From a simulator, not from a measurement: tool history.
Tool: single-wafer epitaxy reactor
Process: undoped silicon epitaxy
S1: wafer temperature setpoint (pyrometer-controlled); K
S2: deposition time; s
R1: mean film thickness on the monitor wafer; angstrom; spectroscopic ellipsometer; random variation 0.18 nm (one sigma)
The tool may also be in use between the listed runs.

run 1 hour=0.0 | S1=913.15 S2=234 | R1=321.33
run 2 hour=8.5 | S1=915.15 S2=234 | R1=332.07
run 3 hour=10.6 | S1=906.15 S2=234 | R1=277.47
run 4 hour=13.3 | S1=909.15 S2=234 | R1=293.49
run 5 hour=14.9 | S1=911.15 S2=234 | R1=309.04
run 6 hour=20.7 | S1=911.15 S2=221 | R1=288.16
run 7 hour=26.3 | S1=914.15 S2=221 | R1=306.37
run 8 hour=27.8 | S1=916.15 S2=221 | R1=321.29
run 9 hour=31.4 | S1=918.15 S2=221 | R1=334.13

Forecast run 10:
run 10 hour=39.1 | S1=920.15 S2=221 | R1=?

Run 10 gave R1 343.75 angstrom.

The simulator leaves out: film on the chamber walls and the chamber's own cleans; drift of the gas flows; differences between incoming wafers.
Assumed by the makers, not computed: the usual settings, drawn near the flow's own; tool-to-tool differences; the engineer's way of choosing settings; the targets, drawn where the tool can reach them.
